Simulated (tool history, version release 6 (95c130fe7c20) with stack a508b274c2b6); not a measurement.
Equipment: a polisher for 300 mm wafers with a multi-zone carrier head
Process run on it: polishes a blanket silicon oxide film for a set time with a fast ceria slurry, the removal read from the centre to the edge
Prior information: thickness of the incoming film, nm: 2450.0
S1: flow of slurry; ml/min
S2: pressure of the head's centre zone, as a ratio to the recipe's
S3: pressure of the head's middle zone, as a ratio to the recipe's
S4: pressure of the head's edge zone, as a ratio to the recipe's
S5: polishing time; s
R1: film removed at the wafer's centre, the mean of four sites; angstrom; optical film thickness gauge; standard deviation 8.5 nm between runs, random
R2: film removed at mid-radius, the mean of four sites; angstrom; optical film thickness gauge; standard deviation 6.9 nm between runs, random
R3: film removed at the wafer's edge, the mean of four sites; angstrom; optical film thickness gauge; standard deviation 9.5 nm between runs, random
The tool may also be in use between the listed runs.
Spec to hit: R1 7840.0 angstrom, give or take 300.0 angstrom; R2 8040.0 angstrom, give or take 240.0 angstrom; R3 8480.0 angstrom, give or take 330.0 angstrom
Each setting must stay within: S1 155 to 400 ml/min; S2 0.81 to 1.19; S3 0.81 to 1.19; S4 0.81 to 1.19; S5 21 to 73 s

run,hour,S1,S2,S3,S4,S5,R1,R2,R3
1,0.0,255,1.00,1.00,1.00,47,6436.8,6407.2,6645.1
2,3.7,255,1.00,1.00,1.03,47,6469.0,6469.1,6713.9
3,11.9,255,1.00,1.00,1.05,48,6599.4,6590.3,6919.0
4,15.4,255,1.00,1.00,1.05,52,7201.4,7155.9,7351.7
5,18.6,255,1.00,1.05,1.05,52,7069.1,7323.8,7558.1
6,26.4,255,1.04,1.05,1.05,52,7584.2,7547.5,7440.5
7,33.5,260,1.03,1.05,1.07,52,7311.0,7568.2,7664.1
8,40.7,265,1.04,1.05,1.08,52,7335.4,7549.8,7670.9
9,44.4,270,1.05,1.05,1.09,52,7437.8,7375.7,7601.4

Exactly one of the 4 candidate moves below puts every result within its allowed miss. Which one?
A,48.1,225,0.95,1.16,1.13,54,?,?,?
B,48.1,285,1.10,1.00,1.10,49,?,?,?
C,48.1,290,1.01,1.04,1.15,56,?,?,?
D,48.1,265,1.00,1.14,1.19,56,?,?,?

move,R1,R2,R3
A,6902.0,8257.2,7938.1
B,7497.3,6797.9,7284.3
C,7881.2,8050.0,8524.1
D,7719.8,8618.0,8598.0
A: brings the last run's worst result on target, with another outside its allowed miss
B: the biggest miss grows against the last run
C: every result within its allowed miss
D: carries the result that was furthest off beyond its target, to the other side
Correct choice: C, which meets every target
